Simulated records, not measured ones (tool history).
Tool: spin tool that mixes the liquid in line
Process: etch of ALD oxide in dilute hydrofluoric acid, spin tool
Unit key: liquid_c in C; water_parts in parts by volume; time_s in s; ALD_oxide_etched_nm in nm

run,hour,liquid_c,water_parts,time_s,ALD_oxide_etched_nm
1,0,21,275,80,3.2666
2,1.7,20.5,295,80,2.9829
3,5,20,315,80,2.6923
4,6.9,20,255,80,3.485
5,13.2,19.5,280,80,3.0471
6,15.5,19.5,315,80,2.6303
7,24.4,19,330,80,2.4387
8,32,18.5,340,80,2.3254

Run 9 has not been measured yet. What should we expect?
9,36.2,18.5,350,80,?

Run 9 yielded ALD_oxide_etched_nm 2.2305 nm.
